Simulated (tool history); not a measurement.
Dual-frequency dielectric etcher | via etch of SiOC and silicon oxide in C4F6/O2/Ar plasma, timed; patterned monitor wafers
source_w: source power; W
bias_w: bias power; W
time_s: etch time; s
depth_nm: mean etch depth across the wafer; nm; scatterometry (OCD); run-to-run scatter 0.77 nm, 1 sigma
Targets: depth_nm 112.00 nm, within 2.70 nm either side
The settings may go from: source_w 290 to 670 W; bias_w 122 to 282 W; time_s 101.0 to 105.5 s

Run 1, hour 0.0: source_w 480 W, bias_w 202 W, time_s 101.0 s. Result: depth_nm 131.40 nm.
Run 2, hour 3.2: source_w 480 W, bias_w 202 W, time_s 101.0 s. Result: depth_nm 130.89 nm.
Run 3, hour 4.6: source_w 480 W, bias_w 202 W, time_s 105.5 s. Result: depth_nm 137.69 nm.
Run 4, hour 6.1: source_w 480 W, bias_w 202 W, time_s 105.5 s. Result: depth_nm 138.26 nm.
Run 5, hour 14.4: source_w 450 W, bias_w 192 W, time_s 105.0 s. Result: depth_nm 130.40 nm.
Run 6, hour 17.4: source_w 450 W, bias_w 205 W, time_s 105.0 s. Result: depth_nm 135.14 nm.
Run 7, hour 18.0: source_w 420 W, bias_w 197 W, time_s 104.5 s. Result: depth_nm 129.18 nm.
Run 8, hour 23.0: source_w 400 W, bias_w 190 W, time_s 104.0 s. Result: depth_nm 125.59 nm.
Run 9, hour 29.4: source_w 380 W, bias_w 184 W, time_s 103.5 s. Result: depth_nm 120.28 nm.
Run 10, hour 35.6: source_w 360 W, bias_w 182 W, time_s 103.5 s. Result: depth_nm 119.91 nm.

Below are 5 possible settings for the next run. Only one of them brings all results inside the allowed miss of their targets. Which is it?
Run A, hour 41.8: source_w 360 W, bias_w 124 W, time_s 103.5 s. Result: depth_nm ?.
Run B, hour 41.8: source_w 320 W, bias_w 189 W, time_s 105.5 s. Result: depth_nm ?.
Run C, hour 41.8: source_w 360 W, bias_w 165 W, time_s 101.0 s. Result: depth_nm ?.
Run D, hour 41.8: source_w 380 W, bias_w 190 W, time_s 105.5 s. Result: depth_nm ?.
Run E, hour 41.8: source_w 340 W, bias_w 151 W, time_s 101.0 s. Result: depth_nm ?.

move  depth_nm
   A    105.25
   B    119.41
   C    112.86
   D    125.67
   E    107.74
A: pushes the last run's worst result past its target
B: closer than the last run, but not yet in spec
C: meets every target
D: the biggest miss grows against the last run
E: pushes the last run's worst result past its target
Go with C: it meets all targets.

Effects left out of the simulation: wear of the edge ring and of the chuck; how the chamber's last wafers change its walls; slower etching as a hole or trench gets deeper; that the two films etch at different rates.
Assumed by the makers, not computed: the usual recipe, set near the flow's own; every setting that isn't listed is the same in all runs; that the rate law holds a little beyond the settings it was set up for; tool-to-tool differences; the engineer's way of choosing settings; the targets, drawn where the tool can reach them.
